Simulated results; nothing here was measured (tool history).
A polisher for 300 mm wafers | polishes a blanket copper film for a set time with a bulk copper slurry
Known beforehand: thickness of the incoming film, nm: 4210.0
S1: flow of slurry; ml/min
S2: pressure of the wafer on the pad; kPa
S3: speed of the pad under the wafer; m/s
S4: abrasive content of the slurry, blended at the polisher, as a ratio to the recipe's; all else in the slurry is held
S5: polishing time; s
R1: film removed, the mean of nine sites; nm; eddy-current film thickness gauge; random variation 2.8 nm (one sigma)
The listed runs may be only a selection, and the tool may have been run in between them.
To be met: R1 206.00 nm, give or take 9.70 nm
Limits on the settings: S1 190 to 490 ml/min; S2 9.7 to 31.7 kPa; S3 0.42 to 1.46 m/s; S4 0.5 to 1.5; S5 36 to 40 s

run 1 hour=0.0 | S1=315 S2=20.7 S3=0.94 S4=1.0 S5=40 | R1=355.86
run 2 hour=1.3 | S1=315 S2=20.7 S3=0.94 S4=1.0 S5=40 | R1=354.02
run 3 hour=7.3 | S1=315 S2=18.6 S3=0.94 S4=1.0 S5=40 | R1=323.87
run 4 hour=13.0 | S1=315 S2=16.5 S3=0.92 S4=1.0 S5=40 | R1=281.26
run 5 hour=19.9 | S1=245 S2=16.5 S3=0.92 S4=1.0 S5=40 | R1=273.64
run 6 hour=23.7 | S1=245 S2=15.2 S3=0.92 S4=1.0 S5=40 | R1=247.65
run 7 hour=27.2 | S1=245 S2=14.5 S3=0.92 S4=1.0 S5=40 | R1=241.67
run 8 hour=34.9 | S1=245 S2=13.8 S3=0.92 S4=1.0 S5=40 | R1=227.32
-- hour=37.1 worn pad replaced by a new one
run 9 hour=37.1 | S1=245 S2=13.1 S3=0.92 S4=1.0 S5=40 | R1=236.02
run 10 hour=37.6 | S1=240 S2=12.4 S3=0.92 S4=1.0 S5=40 | R1=231.06
run 11 hour=39.1 | S1=235 S2=11.7 S3=0.92 S4=1.0 S5=40 | R1=217.82
run 12 hour=42.8 | S1=235 S2=11.7 S3=0.92 S4=1.0 S5=40 | R1=218.24

Exercise: of the 4 proposed moves below, exactly one satisfies all targets within the stated allowed misses. Which move is it?
run A hour=46.5 | S1=225 S2=14.5 S3=0.96 S4=1.1 S5=36 | R1=?
run B hour=46.5 | S1=280 S2=13.8 S3=0.82 S4=1.1 S5=40 | R1=?
run C hour=46.5 | S1=220 S2=10.3 S3=1.10 S4=1.0 S5=36 | R1=?
run D hour=46.5 | S1=195 S2=15.2 S3=0.96 S4=0.9 S5=36 | R1=?

move=A R1=251.04
move=B R1=233.45
move=C R1=202.87
move=D R1=245.92
A: the biggest miss grows against the last run
B: the biggest miss grows against the last run
C: every result within its allowed miss
D: the biggest miss grows against the last run
Go with C: it meets all targets.

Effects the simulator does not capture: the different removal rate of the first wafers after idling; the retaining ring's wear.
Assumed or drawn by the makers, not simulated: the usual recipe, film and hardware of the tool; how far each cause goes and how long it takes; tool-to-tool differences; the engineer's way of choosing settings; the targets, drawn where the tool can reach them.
